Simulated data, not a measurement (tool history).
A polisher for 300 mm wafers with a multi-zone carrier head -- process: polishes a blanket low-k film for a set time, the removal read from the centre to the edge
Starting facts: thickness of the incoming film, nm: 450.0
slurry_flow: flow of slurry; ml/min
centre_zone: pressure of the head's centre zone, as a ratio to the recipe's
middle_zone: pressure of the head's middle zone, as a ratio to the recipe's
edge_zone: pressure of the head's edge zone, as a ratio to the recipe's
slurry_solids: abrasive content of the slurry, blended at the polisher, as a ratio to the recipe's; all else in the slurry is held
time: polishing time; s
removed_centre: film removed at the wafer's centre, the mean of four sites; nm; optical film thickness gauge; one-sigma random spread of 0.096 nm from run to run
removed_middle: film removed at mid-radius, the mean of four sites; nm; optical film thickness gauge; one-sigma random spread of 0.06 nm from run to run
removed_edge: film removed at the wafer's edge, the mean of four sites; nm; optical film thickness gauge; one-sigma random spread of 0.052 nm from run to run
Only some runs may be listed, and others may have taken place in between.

run  hour  slurry_flow  centre_zone  middle_zone  edge_zone  slurry_solids  time  removed_centre  removed_middle  removed_edge
  1   0.0          125         1.00         1.00       1.00           1.00    54         11.6280         11.2990       11.1900
  2   7.6          125         1.00         1.00       1.00           1.15    54         12.0880         11.9960       11.8770
  3   9.9          125         1.00         1.00       1.00           1.15    43          9.6406          9.3549        9.4480
  4  12.2          120         1.00         1.04       0.94           0.95    42          8.5241          8.8035        8.3399
  5  15.1          120         1.00         1.04       0.94           1.00    42          8.8505          8.9362        8.4277
  6  23.5          120         1.00         1.04       0.94           0.90    42          8.5234          8.6485        8.0786
  7  27.7          115         1.01         1.06       0.90           0.75    42          7.7684          8.0109        7.2980
  8  32.5          110         1.04         1.09       0.87           0.70    42          7.5337          7.9356        6.7202
  9  35.7          100         1.05         1.09       0.86           0.70    42          7.3788          7.5431        6.6400

Run 10 comes next. What will it give?
 10  42.2          100         1.06         1.10       0.84           0.70    42               ?               ?             ?

{"run 10": {"removed_centre": 7.4922, "removed_middle": 7.654, "removed_edge": 6.5817}}

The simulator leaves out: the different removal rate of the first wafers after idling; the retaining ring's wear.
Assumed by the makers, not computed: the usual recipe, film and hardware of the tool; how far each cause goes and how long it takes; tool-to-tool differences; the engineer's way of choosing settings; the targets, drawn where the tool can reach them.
